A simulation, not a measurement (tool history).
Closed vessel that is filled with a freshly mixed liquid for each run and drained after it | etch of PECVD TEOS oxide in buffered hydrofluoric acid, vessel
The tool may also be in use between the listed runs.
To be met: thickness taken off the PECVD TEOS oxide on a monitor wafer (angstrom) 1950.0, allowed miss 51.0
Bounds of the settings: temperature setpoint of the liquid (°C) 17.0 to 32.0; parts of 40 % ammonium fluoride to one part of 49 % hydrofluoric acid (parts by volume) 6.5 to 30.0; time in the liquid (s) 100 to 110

run,hour,temperature setpoint of the liquid (°C),parts of 40 % ammonium fluoride to one part of 49 % hydrofluoric acid (parts by volume),time in the liquid (s),thickness taken off the PECVD TEOS oxide on a monitor wafer (angstrom)
1,0.0,25.0,19.5,100,1683.5
2,1.9,27.0,19.5,100,1873.2
3,5.1,30.5,19.5,100,2267.0
4,12.5,30.0,19.5,100,2194.1
5,18.5,32.0,19.5,100,2455.3
6,22.6,29.5,19.5,100,2132.6
7,24.5,29.5,19.5,100,2148.2
8,32.4,29.0,19.5,100,2085.7
9,36.4,28.5,19.5,100,2045.2

5 next moves are on the table. One of them brings every result within its allowed miss. Which?
A,40.4,29.5,20.0,100,?
B,40.4,30.0,22.5,105,?
C,40.4,27.0,19.5,110,?
D,40.4,29.5,22.5,110,?
E,40.4,26.0,18.0,100,?

move,thickness taken off the PECVD TEOS oxide on a monitor wafer (angstrom)
A,2106.5
B,2095.4
C,2079.2
D,2137.9
E,1938.0
A: further off than the last run
B: further off than the last run
C: further off than the last run
D: further off than the last run
E: meets every target
Answer: E
